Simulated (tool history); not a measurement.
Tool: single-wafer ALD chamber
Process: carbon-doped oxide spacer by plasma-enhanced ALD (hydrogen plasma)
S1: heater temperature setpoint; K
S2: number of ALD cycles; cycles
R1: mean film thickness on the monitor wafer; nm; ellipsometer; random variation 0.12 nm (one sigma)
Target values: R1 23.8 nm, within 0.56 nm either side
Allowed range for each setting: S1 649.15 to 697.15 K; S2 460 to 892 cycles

Run 1, hour 0: S1 673.15 K, S2 676 cycles. Result: R1 33.658 nm.
Run 2, hour 0.9: S1 683.15 K, S2 676 cycles. Result: R1 32.366 nm.
Run 3, hour 1.6: S1 685.15 K, S2 630 cycles. Result: R1 30.036 nm.
Run 4, hour 3.2: S1 685.15 K, S2 585 cycles. Result: R1 27.98 nm.
Run 5, hour 7.8: S1 686.15 K, S2 562 cycles. Result: R1 26.893 nm.
Run 6, hour 13.1: S1 687.15 K, S2 545 cycles. Result: R1 25.778 nm.
Run 7, hour 20.6: S1 688.15 K, S2 535 cycles. Result: R1 25.261 nm.
Run 8, hour 24.7: S1 689.15 K, S2 528 cycles. Result: R1 24.981 nm.
Run 9, hour 28.7: S1 690.15 K, S2 522 cycles. Result: R1 24.558 nm.

Exactly one of the 4 candidate moves below puts every result within its allowed miss. Which one?
Run A, hour 32.7: S1 690.15 K, S2 558 cycles. Result: R1 ?.
Run B, hour 32.7: S1 689.15 K, S2 554 cycles. Result: R1 ?.
Run C, hour 32.7: S1 676.15 K, S2 535 cycles. Result: R1 ?.
Run D, hour 32.7: S1 682.15 K, S2 495 cycles. Result: R1 ?.

move      R1
   A  26.224
   B  26.115
   C  26.209
   D  23.827
A: further off than the last run
B: further off than the last run
C: further off than the last run
D: every result lands within tolerance
Answer: D
